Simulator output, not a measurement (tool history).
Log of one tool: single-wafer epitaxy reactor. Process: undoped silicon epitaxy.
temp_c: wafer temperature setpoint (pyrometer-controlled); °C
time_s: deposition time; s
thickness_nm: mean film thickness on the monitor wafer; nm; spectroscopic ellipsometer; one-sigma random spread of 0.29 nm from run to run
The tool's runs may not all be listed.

| run | day | temp_c | time_s | thickness_nm |
|---|---|---|---|---|
| 1 | 0 | 650 | 555 | 76.401 |
| 2 | 0.188 | 645 | 553 | 66.648 |
| 3 | 0.25 | 645 | 616 | 74.841 |
| 4 | 0.325 | 645 | 553 | 67.154 |
| 5 | 0.55 | 653 | 553 | 82.73 |
| 6 | 0.85 | 653 | 524 | 78.139 |

For run 7, what comes out?
| 7 | 0.975 | 648 | 523 | ? |

{"run 7": {"thickness_nm": 69.262}}

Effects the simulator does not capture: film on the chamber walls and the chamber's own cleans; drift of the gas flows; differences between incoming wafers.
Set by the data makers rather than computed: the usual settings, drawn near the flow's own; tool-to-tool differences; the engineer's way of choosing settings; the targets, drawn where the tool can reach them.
